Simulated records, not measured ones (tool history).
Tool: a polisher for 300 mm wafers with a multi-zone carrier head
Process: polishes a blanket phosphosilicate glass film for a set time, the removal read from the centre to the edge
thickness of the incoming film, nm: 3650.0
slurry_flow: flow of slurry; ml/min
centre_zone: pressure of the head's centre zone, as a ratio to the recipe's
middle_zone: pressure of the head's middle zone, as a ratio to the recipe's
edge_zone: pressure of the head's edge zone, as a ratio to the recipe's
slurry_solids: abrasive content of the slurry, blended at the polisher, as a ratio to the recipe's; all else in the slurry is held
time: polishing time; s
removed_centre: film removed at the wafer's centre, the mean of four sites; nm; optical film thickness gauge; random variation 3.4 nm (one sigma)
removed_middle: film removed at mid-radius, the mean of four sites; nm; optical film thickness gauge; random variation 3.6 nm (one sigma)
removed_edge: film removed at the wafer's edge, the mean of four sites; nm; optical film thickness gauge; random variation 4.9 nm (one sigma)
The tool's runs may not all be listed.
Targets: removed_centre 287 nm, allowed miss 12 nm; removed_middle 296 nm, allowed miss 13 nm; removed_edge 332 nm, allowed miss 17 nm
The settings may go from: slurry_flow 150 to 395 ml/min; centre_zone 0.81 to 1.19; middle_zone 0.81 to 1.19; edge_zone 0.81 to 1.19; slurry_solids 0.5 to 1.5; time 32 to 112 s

| run | hour | slurry_flow | centre_zone | middle_zone | edge_zone | slurry_solids | time | removed_centre | removed_middle | removed_edge |
|---|---|---|---|---|---|---|---|---|---|---|
| 1 | 0 | 250 | 1 | 1 | 1 | 1 | 72 | 505.75 | 500.14 | 510.69 |
| 2 | 5.7 | 295 | 1 | 1 | 1 | 1 | 72 | 530.54 | 528.06 | 508.41 |
| 3 | 11.3 | 290 | 0.98 | 0.98 | 1 | 0.95 | 70 | 485.69 | 488.53 | 477.64 |
| 4 | 13.8 | 280 | 0.97 | 0.96 | 1 | 0.9 | 69 | 442.53 | 456.91 | 458.62 |
| 5 | 20 | 280 | 0.97 | 0.96 | 0.94 | 0.9 | 69 | 464.67 | 454.2 | 449.63 |
| 6 | 27.1 | 280 | 0.97 | 0.96 | 0.98 | 0.9 | 69 | 465.96 | 459.01 | 455 |
| 7 | 31.9 | 270 | 0.96 | 0.95 | 0.99 | 0.85 | 68 | 427.17 | 429.42 | 437.94 |
| 8 | 36.1 | 265 | 0.95 | 0.94 | 0.99 | 0.8 | 67 | 413.55 | 406.21 | 422.05 |
| 9 | 44.2 | 265 | 0.94 | 0.93 | 0.99 | 0.75 | 66 | 375.72 | 381.64 | 403.24 |
| 10 | 45.7 | 265 | 0.93 | 0.92 | 0.98 | 0.7 | 66 | 360.92 | 359.58 | 382.2 |
| 11 | 52.7 | 265 | 0.92 | 0.91 | 0.98 | 0.7 | 66 | 357.39 | 365.39 | 387.64 |
| 12 | 56.3 | 265 | 0.91 | 0.9 | 0.97 | 0.7 | 66 | 356.64 | 362.49 | 375.05 |
| 13 | 62.9 | 260 | 0.9 | 0.89 | 0.97 | 0.7 | 66 | 357.66 | 360.27 | 383.89 |
| 14 | 68.4 | 255 | 0.83 | 0.85 | 0.96 | 0.5 | 60 | 242.93 | 253.51 | 279.7 |
| 15 | 69.3 | 255 | 0.83 | 0.85 | 0.96 | 0.5 | 60 | 237.37 | 251.32 | 281.19 |
| 16 | 72.5 | 255 | 0.84 | 0.86 | 0.97 | 0.5 | 60 | 247.02 | 257.33 | 289.28 |

4 next moves are on the table. One of them brings every result within its allowed miss. Which?
| A | 75.7 | 315 | 1.02 | 1.1 | 0.81 | 0.9 | 38 | ? | ? | ? |
| B | 75.7 | 245 | 0.86 | 0.86 | 0.99 | 0.55 | 66 | ? | ? | ? |
| C | 75.7 | 265 | 0.87 | 0.88 | 0.89 | 0.5 | 49 | ? | ? | ? |
| D | 75.7 | 285 | 0.92 | 1.02 | 0.81 | 0.6 | 53 | ? | ? | ? |

| move | removed_centre | removed_middle | removed_edge |
|---|---|---|---|
| A | 268.36 | 281.18 | 233.99 |
| B | 290.41 | 298.48 | 334.24 |
| C | 207.63 | 214.52 | 223.92 |
| D | 268.22 | 293.92 | 260.76 |
A: further off than the last run
B: meets every target
C: further off than the last run
D: further off than the last run
Move B is the one to make.

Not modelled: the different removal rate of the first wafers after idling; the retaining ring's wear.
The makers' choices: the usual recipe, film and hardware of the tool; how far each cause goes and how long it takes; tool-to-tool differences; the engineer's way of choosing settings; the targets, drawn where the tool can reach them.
